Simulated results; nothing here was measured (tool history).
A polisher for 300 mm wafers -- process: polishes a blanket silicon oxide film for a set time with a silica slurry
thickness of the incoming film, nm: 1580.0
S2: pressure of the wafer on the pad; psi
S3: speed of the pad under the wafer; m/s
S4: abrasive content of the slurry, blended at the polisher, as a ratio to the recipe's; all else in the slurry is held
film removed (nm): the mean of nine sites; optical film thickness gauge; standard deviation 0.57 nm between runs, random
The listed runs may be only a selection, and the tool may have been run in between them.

run 1 hour=0 | flow_of_slurry_(ml/min)=150 S2=3.8 S3=1.34 S4=1 polishing_time_(s)=49 | film_removed_(nm)=149.88
run 2 hour=2.4 | flow_of_slurry_(ml/min)=150 S2=3.8 S3=1.34 S4=1 polishing_time_(s)=44 | film_removed_(nm)=135.86
run 3 hour=3.2 | flow_of_slurry_(ml/min)=150 S2=3 S3=1.34 S4=1 polishing_time_(s)=44 | film_removed_(nm)=109.9
run 4 hour=4.1 | flow_of_slurry_(ml/min)=150 S2=2.8 S3=1.26 S4=1 polishing_time_(s)=44 | film_removed_(nm)=97.333
run 5 hour=8.7 | flow_of_slurry_(ml/min)=150 S2=2.8 S3=1.54 S4=1 polishing_time_(s)=44 | film_removed_(nm)=112.37
run 6 hour=15.1 | flow_of_slurry_(ml/min)=145 S2=2.6 S3=1.42 S4=1 polishing_time_(s)=44 | film_removed_(nm)=97.793
run 7 hour=17.7 | flow_of_slurry_(ml/min)=140 S2=2.4 S3=1.36 S4=1 polishing_time_(s)=44 | film_removed_(nm)=88.932

Run 8 is up next; what results do you expect?
run 8 hour=24.3 | flow_of_slurry_(ml/min)=125 S2=1.7 S3=1 S4=0.95 polishing_time_(s)=44 | film_removed_(nm)=?

film removed (nm): 48.648
